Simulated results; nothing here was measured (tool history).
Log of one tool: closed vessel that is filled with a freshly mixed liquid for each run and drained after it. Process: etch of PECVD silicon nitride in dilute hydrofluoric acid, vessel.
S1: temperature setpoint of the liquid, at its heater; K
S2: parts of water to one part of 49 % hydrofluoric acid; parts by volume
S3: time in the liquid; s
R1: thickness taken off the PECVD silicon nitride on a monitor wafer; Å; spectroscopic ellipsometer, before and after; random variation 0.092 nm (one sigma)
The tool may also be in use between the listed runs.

run,day,S1,S2,S3,R1
1,0.000,293.15,190,2565,260.66
2,0.254,292.15,195,2565,236.23
3,0.629,291.65,195,2565,229.65
4,0.842,291.15,200,2565,216.93
5,1.171,291.15,200,2565,215.09
6,1.508,291.15,200,2565,217.11
7,1.700,291.15,200,2565,216.28
8,2.092,290.65,200,2565,208.32

The next listed run, before its measurement:
9,2.433,290.15,200,2565,?

Run 9 gave R1 202.62 Å.

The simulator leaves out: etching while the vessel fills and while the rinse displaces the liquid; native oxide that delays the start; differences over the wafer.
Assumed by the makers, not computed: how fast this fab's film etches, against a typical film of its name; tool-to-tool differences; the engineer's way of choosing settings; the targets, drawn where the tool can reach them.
